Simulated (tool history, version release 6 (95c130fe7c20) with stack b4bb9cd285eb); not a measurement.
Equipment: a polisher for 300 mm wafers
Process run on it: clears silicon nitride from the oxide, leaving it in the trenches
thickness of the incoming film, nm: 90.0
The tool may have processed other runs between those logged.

run	day	flow of slurry (ml/min)	pressure of the wafer on the pad (psi)	speed of the pad under the wafer (cm/s)	overpolish time after the end point (s)	time until the end point was called (s)
1	0	260	2.7	86	6	109.56
2	0.246	260	2.7	70	6	124.66
3	0.458	215	2.7	70	6	130.18
4	0.817	215	2.7	70	4	128.15
5	0.975	215	2.5	70	4	138.24
6	1.042	250	2.5	70	4	133.96
7	1.208	245	2.3	70	4	145.53
8	1.304	240	2.2	70	4	152.35

Run 9 comes next. What will it give?
9	1.575	235	2.1	70	4	?

Run 9 gave time until the end point was called (s) 158.99.
